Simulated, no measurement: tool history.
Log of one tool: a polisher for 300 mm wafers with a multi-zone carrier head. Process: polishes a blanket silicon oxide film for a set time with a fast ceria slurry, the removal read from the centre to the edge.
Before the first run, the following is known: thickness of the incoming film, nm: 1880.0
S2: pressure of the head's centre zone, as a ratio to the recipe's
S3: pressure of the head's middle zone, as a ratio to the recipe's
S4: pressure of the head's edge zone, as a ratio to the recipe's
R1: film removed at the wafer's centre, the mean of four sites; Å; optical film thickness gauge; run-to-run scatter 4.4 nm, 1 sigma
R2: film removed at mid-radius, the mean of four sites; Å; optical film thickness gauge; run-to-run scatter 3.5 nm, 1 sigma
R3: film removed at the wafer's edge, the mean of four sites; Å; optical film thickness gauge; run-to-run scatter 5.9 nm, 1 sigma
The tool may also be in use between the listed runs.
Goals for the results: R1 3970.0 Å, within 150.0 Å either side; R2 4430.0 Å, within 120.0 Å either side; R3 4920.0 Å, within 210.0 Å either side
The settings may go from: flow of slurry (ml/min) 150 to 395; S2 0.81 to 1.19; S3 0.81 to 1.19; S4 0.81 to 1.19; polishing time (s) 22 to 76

Run 1, hour 0.0: flow of slurry (ml/min) 250, S2 1.00, S3 1.00, S4 1.00, polishing time (s) 49. Result: R1 6886.5 Å, R2 7148.8 Å, R3 7268.7 Å.
Run 2, hour 4.2: flow of slurry (ml/min) 310, S2 1.00, S3 1.00, S4 1.00, polishing time (s) 49. Result: R1 6993.0 Å, R2 7323.6 Å, R3 7552.9 Å.
Run 3, hour 8.0: flow of slurry (ml/min) 310, S2 1.00, S3 1.00, S4 1.06, polishing time (s) 49. Result: R1 7115.1 Å, R2 7327.6 Å, R3 7581.1 Å.
Run 4, hour 12.9: flow of slurry (ml/min) 300, S2 0.98, S3 0.99, S4 1.05, polishing time (s) 47. Result: R1 6659.2 Å, R2 6929.1 Å, R3 7221.9 Å.
Run 5, hour 19.5: flow of slurry (ml/min) 345, S2 0.98, S3 0.99, S4 1.05, polishing time (s) 47. Result: R1 6703.3 Å, R2 7062.6 Å, R3 7581.7 Å.
Run 6, hour 26.3: flow of slurry (ml/min) 345, S2 0.98, S3 0.95, S4 1.05, polishing time (s) 47. Result: R1 6820.0 Å, R2 6798.3 Å, R3 7307.9 Å.
Run 7, hour 31.4: flow of slurry (ml/min) 345, S2 0.96, S3 0.94, S4 1.05, polishing time (s) 45. Result: R1 6189.6 Å, R2 6481.4 Å, R3 7191.3 Å.
Run 8, hour 38.6: flow of slurry (ml/min) 330, S2 0.96, S3 0.93, S4 1.03, polishing time (s) 43. Result: R1 6097.6 Å, R2 6054.7 Å, R3 6721.4 Å.
Run 9, hour 41.4: flow of slurry (ml/min) 325, S2 0.95, S3 0.93, S4 1.02, polishing time (s) 42. Result: R1 5807.0 Å, R2 5897.7 Å, R3 6545.0 Å.
Run 10, hour 47.3: flow of slurry (ml/min) 315, S2 0.94, S3 0.93, S4 1.00, polishing time (s) 41. Result: R1 5666.5 Å, R2 5708.0 Å, R3 6222.0 Å.
Run 11, hour 55.3: flow of slurry (ml/min) 260, S2 0.84, S3 0.91, S4 1.02, polishing time (s) 29. Result: R1 3574.2 Å, R2 3883.0 Å, R3 4393.8 Å.
Run 12, hour 62.0: flow of slurry (ml/min) 270, S2 0.84, S3 0.91, S4 1.03, polishing time (s) 29. Result: R1 3547.2 Å, R2 3905.0 Å, R3 4546.3 Å.
At hour 69.7: centre zone pressure recalibrated.
Run 13, hour 69.7: flow of slurry (ml/min) 280, S2 0.84, S3 0.92, S4 1.03, polishing time (s) 29. Result: R1 3854.8 Å, R2 3981.2 Å, R3 4531.3 Å.
Run 14, hour 74.4: flow of slurry (ml/min) 275, S2 0.84, S3 0.93, S4 1.04, polishing time (s) 29. Result: R1 3811.0 Å, R2 4021.2 Å, R3 4541.5 Å.
Run 15, hour 81.5: flow of slurry (ml/min) 275, S2 0.84, S3 0.93, S4 1.04, polishing time (s) 29. Result: R1 3846.2 Å, R2 4036.7 Å, R3 4379.7 Å.
Run 16, hour 85.5: flow of slurry (ml/min) 275, S2 0.84, S3 0.93, S4 1.03, polishing time (s) 30. Result: R1 4019.1 Å, R2 4220.3 Å, R3 4688.7 Å.
Run 17, hour 89.2: flow of slurry (ml/min) 270, S2 0.84, S3 0.93, S4 1.04, polishing time (s) 30. Result: R1 4036.0 Å, R2 4093.4 Å, R3 4589.7 Å.
Run 18, hour 90.9: flow of slurry (ml/min) 275, S2 0.84, S3 0.93, S4 1.03, polishing time (s) 30. Result: R1 4028.4 Å, R2 4145.8 Å, R3 4613.8 Å.
Run 19, hour 92.2: flow of slurry (ml/min) 270, S2 0.86, S3 0.93, S4 1.04, polishing time (s) 30. Result: R1 4056.0 Å, R2 4174.5 Å, R3 4607.6 Å.
Run 20, hour 95.4: flow of slurry (ml/min) 270, S2 0.85, S3 0.93, S4 1.03, polishing time (s) 30. Result: R1 4005.1 Å, R2 4188.6 Å, R3 4644.7 Å.

Which of these 5 next moves meets every target?
Run A, hour 98.6: flow of slurry (ml/min) 230, S2 0.87, S3 0.88, S4 1.07, polishing time (s) 32. Result: R1 ?, R2 ?, R3 ?.
Run B, hour 98.6: flow of slurry (ml/min) 250, S2 0.85, S3 0.93, S4 1.02, polishing time (s) 32. Result: R1 ?, R2 ?, R3 ?.
Run C, hour 98.6: flow of slurry (ml/min) 270, S2 0.87, S3 0.93, S4 1.02, polishing time (s) 32. Result: R1 ?, R2 ?, R3 ?.
Run D, hour 98.6: flow of slurry (ml/min) 275, S2 0.93, S3 0.93, S4 0.91, polishing time (s) 30. Result: R1 ?, R2 ?, R3 ?.
Run E, hour 98.6: flow of slurry (ml/min) 150, S2 0.81, S3 0.99, S4 1.08, polishing time (s) 34. Result: R1 ?, R2 ?, R3 ?.

move      R1      R2      R3
   A  4366.7  4161.7  4932.7
   B  4349.9  4407.2  4855.3
   C  4469.5  4448.7  4890.2
   D  4408.3  4179.2  4350.1
   E  4037.0  4506.5  4960.1
A: further off than the last run
B: gets the furthest-off result to its target, but another result is out of tolerance
C: gets the furthest-off result to its target, but another result is out of tolerance
D: further off than the last run
E: all results in spec
Answer: E

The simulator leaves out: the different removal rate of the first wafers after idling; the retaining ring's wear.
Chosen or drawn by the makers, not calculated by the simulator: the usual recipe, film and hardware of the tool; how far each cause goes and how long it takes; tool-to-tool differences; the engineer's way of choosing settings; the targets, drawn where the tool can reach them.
